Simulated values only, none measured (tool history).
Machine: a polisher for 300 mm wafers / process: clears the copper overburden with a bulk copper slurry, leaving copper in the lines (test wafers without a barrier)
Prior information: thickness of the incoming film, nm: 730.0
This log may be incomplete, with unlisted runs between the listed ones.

run	hour	flow of slurry (ml/min)	pressure of the wafer on the pad (kPa)	speed of the pad under the wafer (m/s)	abrasive content of the slurry	overpolish time after the end point (s)	time until the end point was called (s)	dishing of a wide line in a test structure (angstrom)
1	0	125	17.2	0.98	1	27	83.388	1025.6
2	5.7	130	15.2	0.94	1	22	94.937	802.37
3	8.9	130	13.1	0.94	1	22	109.45	721.17
4	16.9	130	13.1	0.8	1	22	121.86	678.59
5	21	145	11.7	0.76	1.1	19	136.29	563.21
6	25.7	145	11.7	0.76	0.95	19	137.34	543.64
7	32.4	145	11.7	0.76	0.95	19	139.23	547.44
8	39.5	155	11	0.82	0.85	16	140.09	466.38
9	43.1	165	10.3	0.92	0.75	14	141.44	422.22
10	46.7	195	7.6	1.2	0.5	8	165.85	224.02

Run 11, settings as shown, results not yet in. Your forecast:
11	55.2	190	8.3	1.22	0.5	8	?	?

Logged for run 11: time until the end point was called (s) 149.38, dishing of a wide line in a test structure (angstrom) 240.49.
